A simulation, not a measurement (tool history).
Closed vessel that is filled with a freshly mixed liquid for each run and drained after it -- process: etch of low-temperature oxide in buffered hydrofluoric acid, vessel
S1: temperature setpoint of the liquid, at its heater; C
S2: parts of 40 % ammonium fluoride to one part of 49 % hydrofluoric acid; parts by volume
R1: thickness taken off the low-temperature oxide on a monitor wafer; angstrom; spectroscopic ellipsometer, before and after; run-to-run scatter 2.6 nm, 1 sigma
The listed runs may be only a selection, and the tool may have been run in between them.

run 1 hour=0 | S1=25 S2=10 time_in_the_liquid_(s)=85 | R1=2787.7
run 2 hour=2.3 | S1=25 S2=10 time_in_the_liquid_(s)=85 | R1=2819
run 3 hour=2.8 | S1=25 S2=10 time_in_the_liquid_(s)=85 | R1=2833.6
run 4 hour=6.2 | S1=25 S2=12 time_in_the_liquid_(s)=85 | R1=2347.8
run 5 hour=10.4 | S1=26 S2=11.5 time_in_the_liquid_(s)=85 | R1=2584.9
run 6 hour=17.5 | S1=26 S2=13 time_in_the_liquid_(s)=85 | R1=2316.9
run 7 hour=23.1 | S1=27 S2=12.5 time_in_the_liquid_(s)=85 | R1=2514.9
run 8 hour=23.9 | S1=31 S2=9.5 time_in_the_liquid_(s)=85 | R1=4000.8
run 9 hour=25.3 | S1=31.5 S2=9 time_in_the_liquid_(s)=85 | R1=4240.8
run 10 hour=29 | S1=32 S2=9 time_in_the_liquid_(s)=85 | R1=4359

Estimate the outcome of run 11 from the log above:
run 11 hour=33.3 | S1=32 S2=8.5 time_in_the_liquid_(s)=85 | R1=?

Run 11 yielded R1 4645.4 angstrom.

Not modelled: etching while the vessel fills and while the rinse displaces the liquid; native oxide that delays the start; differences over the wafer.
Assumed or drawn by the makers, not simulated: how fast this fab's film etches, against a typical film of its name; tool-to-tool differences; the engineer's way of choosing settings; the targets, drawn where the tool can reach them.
